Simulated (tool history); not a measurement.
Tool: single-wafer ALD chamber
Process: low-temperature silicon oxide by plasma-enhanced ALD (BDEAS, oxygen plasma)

run	hour	heater temperature setpoint (K)	number of ALD cycles (cycles)	mean film thickness on the monitor wafer (angstrom)
1	0	378.15	60	91.76
2	6.4	379.15	58	88.495
3	8	379.15	51	77.826
4	14	380.15	50	76.307
5	21.7	381.15	50	76.126
6	29.5	382.15	50	76.038
7	31.9	383.15	50	75.699
8	39	384.15	50	75.698
9	41.9	385.15	50	75.566

Run 10 comes next. What will it give?
# hour 47.9: thermocouple changed; heater temperature recalibrated
10	47.9	386.15	50	?

Run 10 gave mean film thickness on the monitor wafer (angstrom) 75.981.
